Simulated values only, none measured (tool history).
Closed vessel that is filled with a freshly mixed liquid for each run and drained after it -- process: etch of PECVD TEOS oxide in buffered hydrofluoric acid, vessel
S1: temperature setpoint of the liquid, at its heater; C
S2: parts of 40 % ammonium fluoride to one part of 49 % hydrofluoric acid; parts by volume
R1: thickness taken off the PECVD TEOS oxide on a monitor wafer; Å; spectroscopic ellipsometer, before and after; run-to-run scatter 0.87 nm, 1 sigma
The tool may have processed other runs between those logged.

Run 1, hour 0: S1 23 C, S2 22 parts by volume, time in the liquid (s) 105. Result: R1 1403 Å.
Run 2, hour 7.2: S1 23.5 C, S2 22 parts by volume, time in the liquid (s) 105. Result: R1 1427.7 Å.
Run 3, hour 12.2: S1 23.5 C, S2 19.5 parts by volume, time in the liquid (s) 105. Result: R1 1556.7 Å.
Run 4, hour 20.1: S1 22 C, S2 19.5 parts by volume, time in the liquid (s) 105. Result: R1 1416.3 Å.
Run 5, hour 22.6: S1 22 C, S2 15.5 parts by volume, time in the liquid (s) 105. Result: R1 1781.2 Å.
Run 6, hour 26.1: S1 19 C, S2 15.5 parts by volume, time in the liquid (s) 105. Result: R1 1507.2 Å.

Predict the results of run 7:
Run 7, hour 34.9: S1 21 C, S2 15.5 parts by volume, time in the liquid (s) 105. Result: R1 ?.

Run 7 gave R1 1701.1 Å.
